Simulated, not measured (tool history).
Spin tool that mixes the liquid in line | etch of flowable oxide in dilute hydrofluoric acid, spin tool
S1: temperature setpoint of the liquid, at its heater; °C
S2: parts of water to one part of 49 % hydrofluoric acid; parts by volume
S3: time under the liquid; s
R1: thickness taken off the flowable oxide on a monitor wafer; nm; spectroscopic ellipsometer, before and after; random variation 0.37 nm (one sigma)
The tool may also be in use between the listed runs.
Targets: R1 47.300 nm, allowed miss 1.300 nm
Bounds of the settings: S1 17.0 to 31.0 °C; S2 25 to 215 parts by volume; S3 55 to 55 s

run    day    S1   S2  S3      R1
  1  0.000  23.0  120  55  21.292
  2  0.333  23.0  120  55  21.198
  3  0.596  23.0  120  55  21.370
  4  0.654  25.5  105  55  27.789
  5  0.729  25.5  105  55  27.178
  6  0.771  25.5  105  55  27.247
  7  0.871  29.5   60  55  59.829
  8  1.154  28.0   60  55  55.008
  9  1.504  27.0   60  55  54.059
 10  1.742  26.0   60  55  51.481
 11  1.933  25.5   60  55  50.441
 12  2.162  25.0   60  55  49.763

4 next moves are on the table. One of them brings every result within its allowed miss. Which?
  A  2.392  26.5  60  55   ?
  B  2.392  23.5  60  55   ?
  C  2.392  26.0  60  55   ?
  D  2.392  30.0  70  55   ?

move      R1
   A  52.509
   B  46.502
   C  51.467
   D  50.900
A: further off than the last run
B: meets every target
C: further off than the last run
D: further off than the last run
Move B is the one to make.

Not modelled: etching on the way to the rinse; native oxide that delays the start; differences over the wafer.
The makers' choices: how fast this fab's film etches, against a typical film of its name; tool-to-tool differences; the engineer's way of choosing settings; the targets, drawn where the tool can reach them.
